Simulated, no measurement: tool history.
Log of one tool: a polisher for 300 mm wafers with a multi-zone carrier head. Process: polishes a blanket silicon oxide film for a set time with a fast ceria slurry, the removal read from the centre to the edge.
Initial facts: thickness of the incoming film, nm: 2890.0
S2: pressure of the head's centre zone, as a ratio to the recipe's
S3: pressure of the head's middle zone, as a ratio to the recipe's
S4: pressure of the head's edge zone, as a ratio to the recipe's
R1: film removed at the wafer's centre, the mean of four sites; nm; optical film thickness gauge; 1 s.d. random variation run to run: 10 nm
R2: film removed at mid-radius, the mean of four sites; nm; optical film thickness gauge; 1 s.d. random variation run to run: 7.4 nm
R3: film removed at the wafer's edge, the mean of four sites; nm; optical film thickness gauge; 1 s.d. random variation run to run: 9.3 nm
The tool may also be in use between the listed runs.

run 1 hour=0.0 | flow_of_slurry_(ml/min)=165 S2=1.00 S3=1.00 S4=1.00 polishing_time_(s)=40 | R1=909.19 R2=847.08 R3=944.13
run 2 hour=8.0 | flow_of_slurry_(ml/min)=165 S2=1.08 S3=1.00 S4=1.00 polishing_time_(s)=40 | R1=961.19 R2=835.48 R3=946.10
run 3 hour=15.4 | flow_of_slurry_(ml/min)=155 S2=1.04 S3=0.99 S4=0.99 polishing_time_(s)=39 | R1=896.71 R2=825.21 R3=905.51
run 4 hour=21.7 | flow_of_slurry_(ml/min)=155 S2=1.04 S3=0.99 S4=0.95 polishing_time_(s)=39 | R1=911.24 R2=811.04 R3=874.87
run 5 hour=22.9 | flow_of_slurry_(ml/min)=150 S2=1.01 S3=0.97 S4=0.96 polishing_time_(s)=38 | R1=863.85 R2=766.38 R3=856.16
run 6 hour=30.0 | flow_of_slurry_(ml/min)=150 S2=1.01 S3=0.97 S4=0.88 polishing_time_(s)=38 | R1=842.96 R2=787.93 R3=808.64
-- hour=33.9 edge zone pressure recalibrated
run 7 hour=33.9 | flow_of_slurry_(ml/min)=145 S2=0.98 S3=0.96 S4=0.89 polishing_time_(s)=38 | R1=814.54 R2=777.30 R3=797.54
run 8 hour=38.0 | flow_of_slurry_(ml/min)=140 S2=0.96 S3=0.95 S4=0.91 polishing_time_(s)=38 | R1=813.28 R2=750.10 R3=805.78
run 9 hour=43.4 | flow_of_slurry_(ml/min)=135 S2=0.93 S3=0.95 S4=0.92 polishing_time_(s)=38 | R1=750.40 R2=752.80 R3=807.98

Predict the results of run 10:
run 10 hour=50.7 | flow_of_slurry_(ml/min)=135 S2=0.93 S3=0.95 S4=0.92 polishing_time_(s)=38 | R1=? R2=? R3=?

R1: 789.52 nm
R2: 763.19 nm
R3: 805.03 nm

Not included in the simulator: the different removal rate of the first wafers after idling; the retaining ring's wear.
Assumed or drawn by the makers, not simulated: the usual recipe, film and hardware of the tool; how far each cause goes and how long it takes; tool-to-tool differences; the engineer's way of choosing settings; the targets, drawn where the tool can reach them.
